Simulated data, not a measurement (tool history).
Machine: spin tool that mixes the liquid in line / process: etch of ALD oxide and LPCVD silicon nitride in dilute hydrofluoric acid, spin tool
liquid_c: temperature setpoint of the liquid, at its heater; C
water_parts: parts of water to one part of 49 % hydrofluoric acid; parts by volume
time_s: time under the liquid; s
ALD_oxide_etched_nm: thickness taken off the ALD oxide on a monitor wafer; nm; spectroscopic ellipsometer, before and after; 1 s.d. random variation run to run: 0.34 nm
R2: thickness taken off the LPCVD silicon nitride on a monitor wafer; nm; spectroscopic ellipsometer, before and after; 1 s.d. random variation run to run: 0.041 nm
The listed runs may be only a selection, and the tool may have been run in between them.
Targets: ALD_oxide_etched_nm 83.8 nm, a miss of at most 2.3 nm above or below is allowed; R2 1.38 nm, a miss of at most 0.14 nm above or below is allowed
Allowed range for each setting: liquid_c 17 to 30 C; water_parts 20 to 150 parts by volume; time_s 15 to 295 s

run 1 hour=0 | liquid_c=22 water_parts=85 time_s=150 | ALD_oxide_etched_nm=50.228 R2=0.6906
run 2 hour=8.5 | liquid_c=22 water_parts=85 time_s=110 | ALD_oxide_etched_nm=36.872 R2=0.53651
run 3 hour=11.9 | liquid_c=23 water_parts=80 time_s=110 | ALD_oxide_etched_nm=40.593 R2=0.62646
run 4 hour=17.7 | liquid_c=23 water_parts=65 time_s=110 | ALD_oxide_etched_nm=51.184 R2=0.75649
run 5 hour=19.5 | liquid_c=23.5 water_parts=60 time_s=110 | ALD_oxide_etched_nm=57.341 R2=0.86806
run 6 hour=25.2 | liquid_c=23.5 water_parts=45 time_s=110 | ALD_oxide_etched_nm=78.169 R2=1.0649
run 7 hour=26.2 | liquid_c=23.5 water_parts=45 time_s=110 | ALD_oxide_etched_nm=78.079 R2=1.0564
run 8 hour=32.6 | liquid_c=24 water_parts=45 time_s=110 | ALD_oxide_etched_nm=79.499 R2=1.2032
run 9 hour=34.4 | liquid_c=24.5 water_parts=45 time_s=110 | ALD_oxide_etched_nm=81.245 R2=1.1579
run 10 hour=39.3 | liquid_c=25 water_parts=45 time_s=110 | ALD_oxide_etched_nm=83.069 R2=1.2479
run 11 hour=42 | liquid_c=26 water_parts=45 time_s=110 | ALD_oxide_etched_nm=86.16 R2=1.3089
run 12 hour=45 | liquid_c=27 water_parts=50 time_s=110 | ALD_oxide_etched_nm=80.374 R2=1.3428
run 13 hour=50.1 | liquid_c=27 water_parts=45 time_s=110 | ALD_oxide_etched_nm=89.536 R2=1.4797
run 14 hour=55.2 | liquid_c=26.5 water_parts=50 time_s=110 | ALD_oxide_etched_nm=78.902 R2=1.1954

Consider the 5 candidate settings below. Which is the only one whose results all fall within their allowed miss of target?
run A hour=60.3 | liquid_c=21.5 water_parts=80 time_s=215 | ALD_oxide_etched_nm=? R2=?
run B hour=60.3 | liquid_c=29 water_parts=50 time_s=105 | ALD_oxide_etched_nm=? R2=?
run C hour=60.3 | liquid_c=25.5 water_parts=65 time_s=145 | ALD_oxide_etched_nm=? R2=?
run D hour=60.3 | liquid_c=26 water_parts=50 time_s=110 | ALD_oxide_etched_nm=? R2=?
run E hour=60.3 | liquid_c=20 water_parts=50 time_s=135 | ALD_oxide_etched_nm=? R2=?

move=A ALD_oxide_etched_nm=75.317 R2=1.0154
move=B ALD_oxide_etched_nm=82.874 R2=1.2958
move=C ALD_oxide_etched_nm=74.958 R2=1.0979
move=D ALD_oxide_etched_nm=76.996 R2=1.1146
move=E ALD_oxide_etched_nm=73.674 R2=0.90996
A: the biggest miss grows against the last run
B: every result lands within tolerance
C: the biggest miss grows against the last run
D: the biggest miss grows against the last run
E: the biggest miss grows against the last run
Go with B: it meets all targets.

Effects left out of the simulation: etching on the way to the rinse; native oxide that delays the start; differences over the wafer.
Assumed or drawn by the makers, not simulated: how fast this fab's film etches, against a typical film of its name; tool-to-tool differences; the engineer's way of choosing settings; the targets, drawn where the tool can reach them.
